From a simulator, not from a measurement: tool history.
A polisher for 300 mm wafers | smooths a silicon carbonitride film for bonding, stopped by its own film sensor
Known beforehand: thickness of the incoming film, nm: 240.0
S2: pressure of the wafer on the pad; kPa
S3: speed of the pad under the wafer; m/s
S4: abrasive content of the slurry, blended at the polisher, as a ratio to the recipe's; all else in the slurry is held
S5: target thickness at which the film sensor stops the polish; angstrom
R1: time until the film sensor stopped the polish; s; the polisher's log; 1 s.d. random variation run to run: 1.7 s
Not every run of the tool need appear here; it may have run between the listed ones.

run 1 hour=0.0 | flow_of_slurry_(ml/min)=225 S2=14.5 S3=0.68 S4=1.0 S5=2210 | R1=99.385
run 2 hour=3.3 | flow_of_slurry_(ml/min)=225 S2=14.5 S3=0.68 S4=0.9 S5=2210 | R1=108.470
run 3 hour=9.7 | flow_of_slurry_(ml/min)=225 S2=14.5 S3=0.68 S4=0.9 S5=2210 | R1=108.980
run 4 hour=18.2 | flow_of_slurry_(ml/min)=225 S2=13.8 S3=0.68 S4=0.9 S5=2210 | R1=110.610
run 5 hour=26.3 | flow_of_slurry_(ml/min)=225 S2=15.2 S3=0.68 S4=0.9 S5=2210 | R1=102.120
run 6 hour=30.9 | flow_of_slurry_(ml/min)=225 S2=14.5 S3=0.68 S4=0.9 S5=2210 | R1=109.310

For run 7, what comes out?
run 7 hour=33.2 | flow_of_slurry_(ml/min)=225 S2=13.8 S3=0.68 S4=0.9 S5=2210 | R1=?

{"run 7": {"R1": 114.95}}
